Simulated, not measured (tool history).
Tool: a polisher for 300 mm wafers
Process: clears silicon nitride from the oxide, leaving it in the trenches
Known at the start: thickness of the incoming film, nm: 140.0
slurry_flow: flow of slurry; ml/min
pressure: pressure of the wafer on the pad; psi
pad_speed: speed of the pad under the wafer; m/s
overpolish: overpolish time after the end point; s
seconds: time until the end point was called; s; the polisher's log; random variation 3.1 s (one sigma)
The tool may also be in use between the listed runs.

| run | hour | slurry_flow | pressure | pad_speed | overpolish | seconds |
|---|---|---|---|---|---|---|
| 1 | 0.0 | 295 | 2.9 | 1.24 | 28 | 119.020 |
| 2 | 0.8 | 295 | 3.5 | 1.24 | 28 | 99.717 |
| 3 | 3.9 | 295 | 3.5 | 1.24 | 31 | 100.760 |
| 4 | 5.5 | 295 | 3.5 | 1.24 | 28 | 98.589 |
| 5 | 9.9 | 295 | 4.2 | 1.24 | 28 | 82.258 |
| 6 | 10.5 | 295 | 3.8 | 1.24 | 28 | 93.936 |
| 7 | 13.5 | 295 | 3.1 | 1.16 | 28 | 120.350 |

The next listed run, before its measurement:
| 8 | 22.3 | 295 | 2.6 | 1.14 | 28 | ? |

Run 8 gave seconds 142.170 s.
